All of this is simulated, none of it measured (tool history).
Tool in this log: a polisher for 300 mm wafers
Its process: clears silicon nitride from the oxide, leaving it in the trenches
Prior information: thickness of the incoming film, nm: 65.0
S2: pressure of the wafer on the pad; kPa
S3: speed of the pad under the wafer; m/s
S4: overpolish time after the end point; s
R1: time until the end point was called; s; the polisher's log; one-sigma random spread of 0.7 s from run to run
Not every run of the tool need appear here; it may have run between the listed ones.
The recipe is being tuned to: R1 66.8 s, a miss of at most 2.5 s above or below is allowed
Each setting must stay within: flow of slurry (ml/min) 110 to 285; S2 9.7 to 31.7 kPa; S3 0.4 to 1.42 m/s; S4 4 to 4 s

Run 1, day 0: flow of slurry (ml/min) 180, S2 20.7 kPa, S3 0.9 m/s, S4 4 s. Result: R1 92.644 s.
Run 2, day 0.275: flow of slurry (ml/min) 180, S2 20.7 kPa, S3 0.82 m/s, S4 4 s. Result: R1 102.35 s.
Run 3, day 0.488: flow of slurry (ml/min) 180, S2 24.8 kPa, S3 0.82 m/s, S4 4 s. Result: R1 86.011 s.
Run 4, day 0.658: flow of slurry (ml/min) 180, S2 25.5 kPa, S3 0.82 m/s, S4 4 s. Result: R1 83.081 s.
Run 5, day 0.996: flow of slurry (ml/min) 180, S2 25.5 kPa, S3 0.72 m/s, S4 4 s. Result: R1 94.542 s.
Run 6, day 1.133: flow of slurry (ml/min) 165, S2 25.5 kPa, S3 0.72 m/s, S4 4 s. Result: R1 94.202 s.
Run 7, day 1.342: flow of slurry (ml/min) 165, S2 26.2 kPa, S3 0.72 m/s, S4 4 s. Result: R1 91.393 s.
Run 8, day 1.675: flow of slurry (ml/min) 165, S2 26.9 kPa, S3 0.72 m/s, S4 4 s. Result: R1 90.132 s.
Run 9, day 1.808: flow of slurry (ml/min) 165, S2 27.6 kPa, S3 0.72 m/s, S4 4 s. Result: R1 88.04 s.
Run 10, day 1.942: flow of slurry (ml/min) 165, S2 28.3 kPa, S3 0.72 m/s, S4 4 s. Result: R1 86.403 s.

Exactly one of the 5 candidate moves below puts every result within its allowed miss. Which one?
Run A, day 2.075: flow of slurry (ml/min) 185, S2 28.3 kPa, S3 1.08 m/s, S4 4 s. Result: R1 ?.
Run B, day 2.075: flow of slurry (ml/min) 170, S2 31.7 kPa, S3 0.7 m/s, S4 4 s. Result: R1 ?.
Run C, day 2.075: flow of slurry (ml/min) 145, S2 30.3 kPa, S3 0.9 m/s, S4 4 s. Result: R1 ?.
Run D, day 2.075: flow of slurry (ml/min) 125, S2 28.3 kPa, S3 0.5 m/s, S4 4 s. Result: R1 ?.
Run E, day 2.075: flow of slurry (ml/min) 165, S2 28.3 kPa, S3 0.56 m/s, S4 4 s. Result: R1 ?.

move      R1
   A  56.768
   B  78.112
   C  65.577
   D  126.71
   E  108.72
A: carries the result that was furthest off beyond its target, to the other side
B: nearer the targets than the last run, but a result is still out of spec
C: meets every target
D: its largest miss is bigger than the last run's
E: its largest miss is bigger than the last run's
The move that meets every target is C.
